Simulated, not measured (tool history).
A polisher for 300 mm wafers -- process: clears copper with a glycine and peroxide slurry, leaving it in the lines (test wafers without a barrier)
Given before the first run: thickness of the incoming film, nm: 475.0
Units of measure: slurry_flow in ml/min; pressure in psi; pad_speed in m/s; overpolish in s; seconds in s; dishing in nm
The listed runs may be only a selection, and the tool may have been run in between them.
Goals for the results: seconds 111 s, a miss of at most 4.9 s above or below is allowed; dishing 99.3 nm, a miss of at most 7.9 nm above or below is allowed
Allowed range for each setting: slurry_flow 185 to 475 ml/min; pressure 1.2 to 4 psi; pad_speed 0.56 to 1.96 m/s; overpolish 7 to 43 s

run 1 hour=0 | slurry_flow=305 pressure=2.6 pad_speed=1.26 overpolish=22 | seconds=76.83 dishing=88.35
run 2 hour=8.6 | slurry_flow=305 pressure=3.2 pad_speed=1.26 overpolish=22 | seconds=66.036 dishing=96.038
run 3 hour=12.5 | slurry_flow=305 pressure=3.4 pad_speed=1.26 overpolish=22 | seconds=66.395 dishing=100.03
run 4 hour=14.3 | slurry_flow=305 pressure=3 pad_speed=1.2 overpolish=25 | seconds=73.843 dishing=98.848
run 5 hour=15.9 | slurry_flow=305 pressure=3 pad_speed=1.06 overpolish=25 | seconds=83.011 dishing=94.266
run 6 hour=18.8 | slurry_flow=305 pressure=3 pad_speed=0.74 overpolish=25 | seconds=108.47 dishing=73.921
run 7 hour=23.1 | slurry_flow=305 pressure=3 pad_speed=0.74 overpolish=27 | seconds=107.02 dishing=77.481
run 8 hour=26.4 | slurry_flow=305 pressure=3 pad_speed=0.74 overpolish=29 | seconds=108.25 dishing=85
run 9 hour=27.3 | slurry_flow=305 pressure=3 pad_speed=0.74 overpolish=30 | seconds=111.51 dishing=86.063
run 10 hour=33 | slurry_flow=305 pressure=3 pad_speed=0.74 overpolish=31 | seconds=110.93 dishing=88.477
run 11 hour=39.6 | slurry_flow=305 pressure=3 pad_speed=0.74 overpolish=32 | seconds=108.79 dishing=93.891

Pick the move, out of 5, that brings all results within their allowed miss; only one does.
run A hour=46.2 | slurry_flow=260 pressure=3.3 pad_speed=0.82 overpolish=33 | seconds=? dishing=?
run B hour=46.2 | slurry_flow=320 pressure=3 pad_speed=0.74 overpolish=26 | seconds=? dishing=?
run C hour=46.2 | slurry_flow=205 pressure=2.8 pad_speed=0.82 overpolish=29 | seconds=? dishing=?
run D hour=46.2 | slurry_flow=425 pressure=2.3 pad_speed=0.86 overpolish=36 | seconds=? dishing=?
run E hour=46.2 | slurry_flow=295 pressure=2.9 pad_speed=0.84 overpolish=37 | seconds=? dishing=?

move=A seconds=96.416 dishing=102.88
move=B seconds=108.46 dishing=77.932
move=C seconds=109.87 dishing=83.629
move=D seconds=109.52 dishing=97.691
move=E seconds=100.87 dishing=107.3
A: puts the biggest miss on target and leaves a different result outside tolerance
B: its largest miss is bigger than the last run's
C: its largest miss is bigger than the last run's
D: all results in spec
E: takes the biggest miss from the last run beyond its target
Move D is the one to make.

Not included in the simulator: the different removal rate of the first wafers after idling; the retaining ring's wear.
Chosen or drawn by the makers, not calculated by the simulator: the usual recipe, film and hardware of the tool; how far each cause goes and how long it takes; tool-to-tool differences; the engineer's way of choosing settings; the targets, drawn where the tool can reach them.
